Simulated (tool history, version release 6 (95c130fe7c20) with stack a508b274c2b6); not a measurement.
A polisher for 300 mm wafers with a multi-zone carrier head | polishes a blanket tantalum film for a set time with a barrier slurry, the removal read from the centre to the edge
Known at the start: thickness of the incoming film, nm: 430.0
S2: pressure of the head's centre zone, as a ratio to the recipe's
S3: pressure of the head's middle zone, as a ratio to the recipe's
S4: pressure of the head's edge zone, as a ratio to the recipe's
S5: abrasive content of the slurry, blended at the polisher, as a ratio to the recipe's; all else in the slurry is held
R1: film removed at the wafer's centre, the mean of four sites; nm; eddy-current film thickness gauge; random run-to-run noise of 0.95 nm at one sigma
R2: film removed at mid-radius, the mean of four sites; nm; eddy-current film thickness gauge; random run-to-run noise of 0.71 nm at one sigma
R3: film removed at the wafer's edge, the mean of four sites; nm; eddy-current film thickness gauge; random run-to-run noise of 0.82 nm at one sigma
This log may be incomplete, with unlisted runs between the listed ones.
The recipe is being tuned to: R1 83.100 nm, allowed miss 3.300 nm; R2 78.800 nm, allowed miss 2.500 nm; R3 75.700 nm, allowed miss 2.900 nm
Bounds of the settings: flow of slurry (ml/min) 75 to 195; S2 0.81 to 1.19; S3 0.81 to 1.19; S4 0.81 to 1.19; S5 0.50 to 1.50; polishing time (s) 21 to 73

{"run": 1, "hour": 0.0, "flow of slurry (ml/min)": 125, "S2": 1.0, "S3": 1.0, "S4": 1.0, "S5": 1.0, "polishing time (s)": 47, "R1": 92.544, "R2": 90.057, "R3": 88.122}
{"run": 2, "hour": 8.7, "flow of slurry (ml/min)": 145, "S2": 1.0, "S3": 1.0, "S4": 1.0, "S5": 1.0, "polishing time (s)": 47, "R1": 96.552, "R2": 94.805, "R3": 91.047}
{"run": 3, "hour": 15.3, "flow of slurry (ml/min)": 145, "S2": 0.96, "S3": 1.0, "S4": 1.0, "S5": 1.0, "polishing time (s)": 47, "R1": 90.094, "R2": 93.856, "R3": 90.9}
{"run": 4, "hour": 23.4, "flow of slurry (ml/min)": 145, "S2": 0.96, "S3": 1.04, "S4": 1.0, "S5": 1.0, "polishing time (s)": 47, "R1": 91.285, "R2": 97.85, "R3": 92.461}
{"run": 5, "hour": 29.7, "flow of slurry (ml/min)": 145, "S2": 0.96, "S3": 1.04, "S4": 1.0, "S5": 0.9, "polishing time (s)": 47, "R1": 84.685, "R2": 92.048, "R3": 85.983}
{"run": 6, "hour": 30.8, "flow of slurry (ml/min)": 145, "S2": 0.96, "S3": 1.0, "S4": 1.0, "S5": 0.9, "polishing time (s)": 47, "R1": 85.19, "R2": 87.306, "R3": 87.434}
{"run": 7, "hour": 37.4, "flow of slurry (ml/min)": 140, "S2": 0.97, "S3": 1.0, "S4": 0.98, "S5": 0.9, "polishing time (s)": 47, "R1": 85.302, "R2": 88.205, "R3": 85.048}
{"run": 8, "hour": 38.3, "flow of slurry (ml/min)": 135, "S2": 0.98, "S3": 0.99, "S4": 0.97, "S5": 0.9, "polishing time (s)": 47, "R1": 85.848, "R2": 86.762, "R3": 85.242}
{"run": 9, "hour": 42.3, "flow of slurry (ml/min)": 130, "S2": 0.99, "S3": 0.99, "S4": 0.96, "S5": 0.9, "polishing time (s)": 47, "R1": 86.277, "R2": 86.482, "R3": 82.88}
{"run": 10, "hour": 43.0, "flow of slurry (ml/min)": 125, "S2": 0.99, "S3": 0.99, "S4": 0.95, "S5": 0.9, "polishing time (s)": 47, "R1": 87.99, "R2": 84.942, "R3": 82.945}
{"run": 11, "hour": 49.8, "flow of slurry (ml/min)": 120, "S2": 0.99, "S3": 0.99, "S4": 0.94, "S5": 0.9, "polishing time (s)": 47, "R1": 85.075, "R2": 83.69, "R3": 81.637}
{"run": 12, "hour": 54.6, "flow of slurry (ml/min)": 115, "S2": 0.99, "S3": 0.99, "S4": 0.93, "S5": 0.9, "polishing time (s)": 47, "R1": 83.865, "R2": 84.274, "R3": 80.244}
{"run": 13, "hour": 55.2, "flow of slurry (ml/min)": 110, "S2": 0.99, "S3": 0.99, "S4": 0.92, "S5": 0.9, "polishing time (s)": 47, "R1": 82.327, "R2": 82.172, "R3": 79.836}
{"run": 14, "hour": 63.7, "flow of slurry (ml/min)": 110, "S2": 0.99, "S3": 0.99, "S4": 0.91, "S5": 0.9, "polishing time (s)": 47, "R1": 81.157, "R2": 82.838, "R3": 78.292}
{"run": 15, "hour": 72.7, "flow of slurry (ml/min)": 100, "S2": 1.04, "S3": 0.95, "S4": 0.88, "S5": 0.85, "polishing time (s)": 47, "R1": 82.818, "R2": 75.151, "R3": 75.031}

Next run, 5 choices. One meets every target within its allowed miss, the rest don't. Which?
{"run": "A", "hour": 81.7, "flow of slurry (ml/min)": 80, "S2": 1.1, "S3": 0.89, "S4": 0.9, "S5": 0.9, "polishing time (s)": 49, "R1": "?", "R2": "?", "R3": "?"}
{"run": "B", "hour": 81.7, "flow of slurry (ml/min)": 75, "S2": 1.06, "S3": 0.93, "S4": 0.87, "S5": 0.95, "polishing time (s)": 48, "R1": "?", "R2": "?", "R3": "?"}
{"run": "C", "hour": 81.7, "flow of slurry (ml/min)": 100, "S2": 1.05, "S3": 0.91, "S4": 0.91, "S5": 0.95, "polishing time (s)": 44, "R1": "?", "R2": "?", "R3": "?"}
{"run": "D", "hour": 81.7, "flow of slurry (ml/min)": 110, "S2": 1.06, "S3": 0.85, "S4": 0.91, "S5": 0.9, "polishing time (s)": 45, "R1": "?", "R2": "?", "R3": "?"}
{"run": "E", "hour": 81.7, "flow of slurry (ml/min)": 90, "S2": 1.03, "S3": 0.96, "S4": 0.83, "S5": 0.65, "polishing time (s)": 60, "R1": "?", "R2": "?", "R3": "?"}

move=A R1=85.943 R2=72.715 R3=78.859
move=B R1=81.078 R2=74.155 R3=76.911
move=C R1=81.921 R2=73.153 R3=76.434
move=D R1=84.813 R2=70.654 R3=77.543
move=E R1=82.445 R2=78.870 R3=76.306
A: misses by more than the last run did
B: misses by more than the last run did
C: misses by more than the last run did
D: misses by more than the last run did
E: hits every target within its allowed miss
The move that meets every target is E.

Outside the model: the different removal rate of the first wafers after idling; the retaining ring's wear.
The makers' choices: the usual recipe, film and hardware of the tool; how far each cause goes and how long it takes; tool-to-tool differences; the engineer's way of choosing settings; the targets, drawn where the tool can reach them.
